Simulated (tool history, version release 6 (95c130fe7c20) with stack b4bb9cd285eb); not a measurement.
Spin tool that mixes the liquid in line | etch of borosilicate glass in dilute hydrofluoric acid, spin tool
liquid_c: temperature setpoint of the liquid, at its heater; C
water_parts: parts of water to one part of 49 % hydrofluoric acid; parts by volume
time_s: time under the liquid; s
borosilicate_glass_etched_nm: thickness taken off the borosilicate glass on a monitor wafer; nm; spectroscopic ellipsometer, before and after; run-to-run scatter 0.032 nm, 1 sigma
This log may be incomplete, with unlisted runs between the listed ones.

{"run": 1, "hour": 0.0, "liquid_c": 23.0, "water_parts": 80, "time_s": 15, "borosilicate_glass_etched_nm": 9.9482}
{"run": 2, "hour": 1.8, "liquid_c": 23.0, "water_parts": 70, "time_s": 15, "borosilicate_glass_etched_nm": 11.487}
{"run": 3, "hour": 4.1, "liquid_c": 21.0, "water_parts": 85, "time_s": 15, "borosilicate_glass_etched_nm": 8.5434}
{"run": 4, "hour": 9.0, "liquid_c": 17.5, "water_parts": 85, "time_s": 15, "borosilicate_glass_etched_nm": 7.4042}
{"run": 5, "hour": 12.7, "liquid_c": 17.5, "water_parts": 85, "time_s": 15, "borosilicate_glass_etched_nm": 7.3455}
{"run": 6, "hour": 17.5, "liquid_c": 17.5, "water_parts": 55, "time_s": 15, "borosilicate_glass_etched_nm": 11.912}
{"run": 7, "hour": 18.2, "liquid_c": 17.5, "water_parts": 75, "time_s": 15, "borosilicate_glass_etched_nm": 8.4219}
{"run": 8, "hour": 24.9, "liquid_c": 17.5, "water_parts": 85, "time_s": 15, "borosilicate_glass_etched_nm": 7.4078}

Predict the results of run 9:
{"run": 9, "hour": 25.9, "liquid_c": 17.5, "water_parts": 95, "time_s": 15, "borosilicate_glass_etched_nm": "?"}

Run 9 gave borosilicate_glass_etched_nm 6.5720 nm.
